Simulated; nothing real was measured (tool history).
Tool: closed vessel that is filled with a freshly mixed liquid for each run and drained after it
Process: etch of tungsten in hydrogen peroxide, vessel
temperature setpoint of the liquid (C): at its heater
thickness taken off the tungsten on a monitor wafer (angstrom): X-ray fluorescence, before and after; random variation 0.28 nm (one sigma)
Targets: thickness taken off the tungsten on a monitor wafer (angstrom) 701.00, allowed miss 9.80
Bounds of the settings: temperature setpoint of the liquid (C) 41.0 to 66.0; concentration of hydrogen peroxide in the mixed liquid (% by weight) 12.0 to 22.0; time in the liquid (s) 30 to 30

run	hour	temperature setpoint of the liquid (C)	concentration of hydrogen peroxide in the mixed liquid (% by weight)	time in the liquid (s)	thickness taken off the tungsten on a monitor wafer (angstrom)
1	0.0	57.0	15.0	30	754.30
2	4.2	56.5	15.0	30	738.42
3	11.1	61.5	15.0	30	979.49
4	17.4	60.0	15.0	30	897.77
5	23.3	60.0	15.0	30	898.01
6	28.5	66.0	15.0	30	1270.20
7	32.6	63.0	15.0	30	1064.10
8	38.4	61.0	15.0	30	954.65

4 next moves are on the table. One of them brings every result within its allowed miss. Which?
A	44.2	63.0	17.0	30	?
B	44.2	57.0	18.5	30	?
C	44.2	57.0	13.0	30	?
D	44.2	53.5	16.5	30	?

move	thickness taken off the tungsten on a monitor wafer (angstrom)
A	1140.00
B	842.16
C	705.96
D	646.54
A: further off than the last run
B: nearer than the last run, and not there yet
C: meets every target
D: takes the result that was furthest off past its target
Move C is the one to make.

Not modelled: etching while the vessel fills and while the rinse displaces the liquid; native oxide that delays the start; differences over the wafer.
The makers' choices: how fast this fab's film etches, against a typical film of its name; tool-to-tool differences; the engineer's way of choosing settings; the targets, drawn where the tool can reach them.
